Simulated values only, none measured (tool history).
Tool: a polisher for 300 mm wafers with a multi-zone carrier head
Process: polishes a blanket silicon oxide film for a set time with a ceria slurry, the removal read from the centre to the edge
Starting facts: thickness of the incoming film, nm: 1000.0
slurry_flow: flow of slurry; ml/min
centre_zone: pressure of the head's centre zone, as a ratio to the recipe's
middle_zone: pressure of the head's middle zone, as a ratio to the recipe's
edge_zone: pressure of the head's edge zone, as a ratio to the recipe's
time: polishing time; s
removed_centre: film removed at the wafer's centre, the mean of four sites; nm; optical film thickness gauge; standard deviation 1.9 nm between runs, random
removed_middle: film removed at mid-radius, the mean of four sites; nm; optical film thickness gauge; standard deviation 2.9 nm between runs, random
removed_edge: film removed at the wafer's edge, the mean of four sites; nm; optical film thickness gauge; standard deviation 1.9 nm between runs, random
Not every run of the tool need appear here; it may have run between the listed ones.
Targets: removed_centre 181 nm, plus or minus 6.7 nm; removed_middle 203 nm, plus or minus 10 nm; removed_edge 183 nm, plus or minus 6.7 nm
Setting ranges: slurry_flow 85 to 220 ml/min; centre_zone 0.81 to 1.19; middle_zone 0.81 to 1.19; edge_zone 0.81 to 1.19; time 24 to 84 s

run  hour  slurry_flow  centre_zone  middle_zone  edge_zone  time  removed_centre  removed_middle  removed_edge
  1     0          140            1            1          1    54          293.09          308.42        291.76
  2   6.3          135         0.99            1       0.98    51             273          291.88        270.58
  3    15          130         0.98         0.99       0.97    49          258.07          267.77        265.46
  4  15.5          115         0.98         0.99       0.97    49          251.15          261.28        250.74
  5  17.7          115         0.98         0.99       0.91    49          251.91          251.08         240.3
  6  19.6           90         0.98         0.99       0.91    49          226.84          241.58        229.63
  7  22.8           90         0.97            1        0.9    48          218.68          226.94        223.71
  8  28.3           90         0.97         1.03       0.89    47          214.98          230.95        219.16
  9  30.8           90         0.97         1.04       0.88    46          208.79          227.96        214.34
 10  33.5           90         0.97         1.05       0.87    45          203.17          230.23        209.17
 11  39.9           90         0.97         1.05       0.86    44          206.45           228.5        201.37
 12    48           90         0.96         1.05       0.86    43          192.91          220.59        202.39
 13  49.1           90         0.96         1.05       0.85    42          189.66          220.64        194.21
 14  50.7           90         0.96         0.99       0.83    39           177.9          190.12        172.76

4 next moves are on the table. One of them brings every result within its allowed miss. Which?
  A  52.3           90         0.99         0.95       0.83    37               ?               ?             ?
  B  52.3          105         0.93         1.01       0.82    39               ?               ?             ?
  C  52.3          120         0.99         1.08       0.81    34               ?               ?             ?
  D  52.3          110         0.89         0.93       0.83    37               ?               ?             ?

move  removed_centre  removed_middle  removed_edge
   A           171.2          176.22        168.23
   B          180.46           206.4        182.67
   C          175.15          198.01        162.56
   D          166.49          185.37        176.13
A: the biggest miss grows against the last run
B: each result inside its tolerance
C: the biggest miss grows against the last run
D: the biggest miss grows against the last run
The right move is B.

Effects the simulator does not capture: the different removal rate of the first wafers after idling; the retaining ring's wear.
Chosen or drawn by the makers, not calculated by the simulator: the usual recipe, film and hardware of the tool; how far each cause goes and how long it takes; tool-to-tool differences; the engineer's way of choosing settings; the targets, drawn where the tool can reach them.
